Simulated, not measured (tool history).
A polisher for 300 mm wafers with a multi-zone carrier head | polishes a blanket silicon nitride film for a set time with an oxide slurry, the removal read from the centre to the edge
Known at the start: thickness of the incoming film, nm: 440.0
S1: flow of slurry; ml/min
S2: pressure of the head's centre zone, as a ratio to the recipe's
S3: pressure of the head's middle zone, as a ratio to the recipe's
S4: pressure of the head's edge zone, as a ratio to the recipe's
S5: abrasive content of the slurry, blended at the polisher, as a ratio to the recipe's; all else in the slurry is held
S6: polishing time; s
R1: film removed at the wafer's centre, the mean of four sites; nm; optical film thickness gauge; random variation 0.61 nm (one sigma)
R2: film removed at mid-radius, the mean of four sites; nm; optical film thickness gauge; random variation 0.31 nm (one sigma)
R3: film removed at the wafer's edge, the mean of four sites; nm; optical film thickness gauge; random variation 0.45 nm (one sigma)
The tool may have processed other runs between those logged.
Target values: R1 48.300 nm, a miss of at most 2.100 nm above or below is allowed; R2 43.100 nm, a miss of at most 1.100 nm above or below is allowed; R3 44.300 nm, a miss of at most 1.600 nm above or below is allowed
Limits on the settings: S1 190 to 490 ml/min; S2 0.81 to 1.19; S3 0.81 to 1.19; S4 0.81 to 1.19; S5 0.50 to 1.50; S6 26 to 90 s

run 1 day=0.000 | S1=315 S2=1.00 S3=1.00 S4=1.00 S5=1.00 S6=58 | R1=34.756 R2=34.975 R3=34.800
run 2 day=0.208 | S1=320 S2=1.04 S3=1.01 S4=1.04 S5=1.10 S6=58 | R1=36.850 R2=36.422 R3=37.275
run 3 day=0.542 | S1=320 S2=1.04 S3=1.01 S4=1.04 S5=1.10 S6=70 | R1=45.293 R2=44.239 R3=44.917
run 4 day=0.771 | S1=320 S2=1.04 S3=1.01 S4=1.04 S5=1.20 S6=70 | R1=45.262 R2=45.913 R3=46.197
run 5 day=1.092 | S1=320 S2=1.04 S3=1.01 S4=1.04 S5=1.20 S6=83 | R1=54.959 R2=54.573 R3=55.027
run 6 day=1.371 | S1=375 S2=1.04 S3=1.01 S4=1.04 S5=1.20 S6=83 | R1=56.553 R2=55.079 R3=54.890
run 7 day=1.567 | S1=380 S2=1.02 S3=0.97 S4=1.00 S5=1.10 S6=83 | R1=52.355 R2=51.459 R3=50.936
run 8 day=1.754 | S1=385 S2=1.03 S3=0.93 S4=0.98 S5=1.05 S6=83 | R1=52.481 R2=48.769 R3=51.923
run 9 day=1.900 | S1=325 S2=1.10 S3=0.97 S4=0.90 S5=0.80 S6=81 | R1=49.064 R2=43.415 R3=41.715
run 10 day=2.029 | S1=325 S2=1.09 S3=0.96 S4=0.92 S5=0.80 S6=81 | R1=47.894 R2=43.770 R3=42.191

Which single option among these 5 for the next run brings every result within its allowed miss of target? Just one does.
run A day=2.158 | S1=340 S2=1.09 S3=0.92 S4=0.94 S5=0.80 S6=83 | R1=? R2=? R3=?
run B day=2.158 | S1=300 S2=1.16 S3=1.00 S4=0.85 S5=0.70 S6=86 | R1=? R2=? R3=?
run C day=2.158 | S1=340 S2=1.13 S3=0.94 S4=0.91 S5=0.80 S6=79 | R1=? R2=? R3=?
run D day=2.158 | S1=285 S2=1.15 S3=1.01 S4=0.88 S5=0.85 S6=77 | R1=? R2=? R3=?
run E day=2.158 | S1=350 S2=1.19 S3=0.92 S4=0.83 S5=0.80 S6=79 | R1=? R2=? R3=?

move=A R1=49.139 R2=42.661 R3=44.700
move=B R1=50.295 R2=44.170 R3=41.298
move=C R1=48.402 R2=41.334 R3=41.898
move=D R1=48.268 R2=43.123 R3=40.661
move=E R1=50.978 R2=40.698 R3=40.286
A: in spec on every target
B: misses by more than the last run did
C: misses by more than the last run did
D: misses by more than the last run did
E: misses by more than the last run did
Correct choice: A, which meets every target
